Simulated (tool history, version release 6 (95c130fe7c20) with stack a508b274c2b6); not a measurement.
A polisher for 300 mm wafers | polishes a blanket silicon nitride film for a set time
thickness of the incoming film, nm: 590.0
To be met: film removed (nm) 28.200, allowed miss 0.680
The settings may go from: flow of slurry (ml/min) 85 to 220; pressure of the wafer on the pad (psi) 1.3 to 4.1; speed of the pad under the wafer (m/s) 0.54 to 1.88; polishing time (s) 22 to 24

run  hour  flow of slurry (ml/min)  pressure of the wafer on the pad (psi)  speed of the pad under the wafer (m/s)  polishing time (s)  film removed (nm)
  1   0.0                      140                                     2.7                                    1.20                  24             36.059
  2   2.7                      140                                     2.7                                    1.20                  24             35.898
  3   4.6                      130                                     2.5                                    1.20                  24             33.215
  4  13.0                      125                                     2.4                                    1.20                  24             31.545
  5  15.1                      120                                     2.3                                    1.20                  24             30.220
  6  22.7                      120                                     2.3                                    1.20                  24             29.830
  7  30.7                      115                                     2.3                                    1.20                  24             29.999
  8  31.3                      110                                     2.3                                    1.20                  24             29.960

4 next moves are on the table. One of them brings every result within its allowed miss. Which?
  A  31.9                      110                                     3.1                                    0.92                  23                  ?
  B  31.9                      150                                     2.3                                    1.26                  24                  ?
  C  31.9                      125                                     2.6                                    1.04                  22                  ?
  D  31.9                       85                                     2.5                                    1.32                  22                  ?

move  film removed (nm)
   A             31.395
   B             32.066
   C             28.131
   D             30.396
A: further off than the last run
B: further off than the last run
C: meets every target
D: further off than the last run
The right move is C.

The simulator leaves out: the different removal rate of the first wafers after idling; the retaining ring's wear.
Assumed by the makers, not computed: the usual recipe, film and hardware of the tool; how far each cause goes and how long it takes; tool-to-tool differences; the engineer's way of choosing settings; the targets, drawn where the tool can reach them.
